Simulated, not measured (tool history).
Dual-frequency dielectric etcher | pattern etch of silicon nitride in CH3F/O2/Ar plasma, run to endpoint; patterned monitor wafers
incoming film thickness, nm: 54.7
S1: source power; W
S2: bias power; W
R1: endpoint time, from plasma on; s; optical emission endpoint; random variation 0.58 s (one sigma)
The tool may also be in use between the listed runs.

| run | hour | S1 | S2 | R1 |
|---|---|---|---|---|
| 1 | 0 | 380 | 76 | 77.682 |
| 2 | 8.1 | 410 | 76 | 75.439 |
| 3 | 15.9 | 370 | 74 | 80.126 |
| 4 | 22.6 | 340 | 74 | 82.322 |
| 5 | 25 | 340 | 87 | 78.7 |
| 6 | 27 | 310 | 86 | 80.212 |
| 7 | 35.5 | 310 | 86 | 81.562 |
| 8 | 40.4 | 290 | 85 | 84.089 |

Run 9 comes next. What will it give?
| 9 | 47.3 | 230 | 82 | ? |

{"run 9": {"R1": 92.235}}
